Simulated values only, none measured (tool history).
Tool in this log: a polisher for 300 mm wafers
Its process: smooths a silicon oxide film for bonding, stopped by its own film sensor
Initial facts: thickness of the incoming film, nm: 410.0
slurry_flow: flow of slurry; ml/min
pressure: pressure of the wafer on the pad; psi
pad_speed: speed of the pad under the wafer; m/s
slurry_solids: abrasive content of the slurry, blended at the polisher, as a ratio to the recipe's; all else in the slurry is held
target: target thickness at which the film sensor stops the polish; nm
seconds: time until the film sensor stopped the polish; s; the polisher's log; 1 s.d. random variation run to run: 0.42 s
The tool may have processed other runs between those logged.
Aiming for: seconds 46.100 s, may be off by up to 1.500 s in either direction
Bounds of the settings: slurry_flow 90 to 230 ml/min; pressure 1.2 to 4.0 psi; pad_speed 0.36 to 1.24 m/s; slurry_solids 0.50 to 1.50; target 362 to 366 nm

run    day  slurry_flow  pressure  pad_speed  slurry_solids  target  seconds
  1  0.000          150       2.6       0.80           1.00     362   72.024
  2  0.292          155       2.9       0.80           1.00     362   65.185
  3  0.338          155       3.2       0.80           1.00     362   59.486
  4  0.704          155       3.4       0.80           1.00     362   56.298
  5  0.883          160       3.6       0.80           1.00     362   54.264
  6  0.912          160       4.0       0.80           1.00     362   48.662
  7  1.271          160       4.0       0.80           1.00     362   48.685
  8  1.338          160       4.0       0.82           1.00     362   48.323
  9  1.683          160       4.0       0.82           1.00     362   48.195

Which of these 4 next moves meets every target?
  A  2.029          165       3.8       0.82           0.95     363        ?
  B  2.029          185       4.0       0.82           0.90     365        ?
  C  2.029          145       3.9       0.72           1.05     363        ?
  D  2.029          175       3.5       0.88           1.00     362        ?

move  seconds
   A   50.426
   B   46.252
   C   51.844
   D   51.845
A: its largest miss is bigger than the last run's
B: hits every target within its allowed miss
C: its largest miss is bigger than the last run's
D: its largest miss is bigger than the last run's
The move that meets every target is B.
